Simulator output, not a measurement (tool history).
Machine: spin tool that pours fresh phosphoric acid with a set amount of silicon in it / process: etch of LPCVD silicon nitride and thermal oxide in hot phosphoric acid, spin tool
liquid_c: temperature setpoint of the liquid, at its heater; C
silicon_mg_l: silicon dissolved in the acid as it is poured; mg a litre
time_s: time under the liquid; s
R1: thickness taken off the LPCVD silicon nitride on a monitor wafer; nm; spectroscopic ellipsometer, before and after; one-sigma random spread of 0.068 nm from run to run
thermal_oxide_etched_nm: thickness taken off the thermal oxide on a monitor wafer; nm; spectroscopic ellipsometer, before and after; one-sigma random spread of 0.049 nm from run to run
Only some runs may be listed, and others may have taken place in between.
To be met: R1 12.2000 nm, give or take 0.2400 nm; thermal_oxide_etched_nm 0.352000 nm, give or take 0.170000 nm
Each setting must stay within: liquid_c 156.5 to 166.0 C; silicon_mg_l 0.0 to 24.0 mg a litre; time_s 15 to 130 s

{"run": 1, "hour": 0.0, "liquid_c": 161.0, "silicon_mg_l": 10.5, "time_s": 65, "R1": 6.8425, "thermal_oxide_etched_nm": 0.13456}
{"run": 2, "hour": 5.5, "liquid_c": 161.0, "silicon_mg_l": 10.5, "time_s": 45, "R1": 4.6959, "thermal_oxide_etched_nm": 0.096845}
{"run": 3, "hour": 11.6, "liquid_c": 162.5, "silicon_mg_l": 10.5, "time_s": 45, "R1": 4.9684, "thermal_oxide_etched_nm": 0.14413}
{"run": 4, "hour": 19.6, "liquid_c": 161.0, "silicon_mg_l": 10.5, "time_s": 45, "R1": 4.6843, "thermal_oxide_etched_nm": 0.10968}
{"run": 5, "hour": 23.2, "liquid_c": 162.5, "silicon_mg_l": 10.5, "time_s": 45, "R1": 4.9714, "thermal_oxide_etched_nm": 0.11978}
{"run": 6, "hour": 29.7, "liquid_c": 162.5, "silicon_mg_l": 7.0, "time_s": 45, "R1": 5.0111, "thermal_oxide_etched_nm": 0.13005}
{"run": 7, "hour": 32.8, "liquid_c": 163.0, "silicon_mg_l": 6.5, "time_s": 50, "R1": 5.6507, "thermal_oxide_etched_nm": 0.17794}
{"run": 8, "hour": 39.1, "liquid_c": 165.5, "silicon_mg_l": 13.5, "time_s": 80, "R1": 9.6961, "thermal_oxide_etched_nm": 0.27899}
{"run": 9, "hour": 47.3, "liquid_c": 165.5, "silicon_mg_l": 13.0, "time_s": 90, "R1": 10.939, "thermal_oxide_etched_nm": 0.25425}
{"run": 10, "hour": 51.8, "liquid_c": 165.5, "silicon_mg_l": 12.0, "time_s": 90, "R1": 10.911, "thermal_oxide_etched_nm": 0.28084}
{"run": 11, "hour": 59.9, "liquid_c": 165.5, "silicon_mg_l": 11.5, "time_s": 90, "R1": 10.986, "thermal_oxide_etched_nm": 0.24204}
{"run": 12, "hour": 60.7, "liquid_c": 166.0, "silicon_mg_l": 10.5, "time_s": 95, "R1": 11.768, "thermal_oxide_etched_nm": 0.34901}

5 next moves are on the table. One of them brings every result within its allowed miss. Which?
{"run": "A", "hour": 61.5, "liquid_c": 157.5, "silicon_mg_l": 23.5, "time_s": 120, "R1": "?", "thermal_oxide_etched_nm": "?"}
{"run": "B", "hour": 61.5, "liquid_c": 166.0, "silicon_mg_l": 4.0, "time_s": 90, "R1": "?", "thermal_oxide_etched_nm": "?"}
{"run": "C", "hour": 61.5, "liquid_c": 163.5, "silicon_mg_l": 19.0, "time_s": 100, "R1": "?", "thermal_oxide_etched_nm": "?"}
{"run": "D", "hour": 61.5, "liquid_c": 165.0, "silicon_mg_l": 4.5, "time_s": 95, "R1": "?", "thermal_oxide_etched_nm": "?"}
{"run": "E", "hour": 61.5, "liquid_c": 165.5, "silicon_mg_l": 11.0, "time_s": 100, "R1": "?", "thermal_oxide_etched_nm": "?"}

move=A R1=11.1410 thermal_oxide_etched_nm=0.167780
move=B R1=11.0920 thermal_oxide_etched_nm=0.380570
move=C R1=11.3520 thermal_oxide_etched_nm=0.249000
move=D R1=11.3310 thermal_oxide_etched_nm=0.370050
move=E R1=12.1240 thermal_oxide_etched_nm=0.351890
A: misses by more than the last run did
B: misses by more than the last run did
C: misses by more than the last run did
D: misses by more than the last run did
E: meets every target
E is the move that brings every result within its allowed miss.
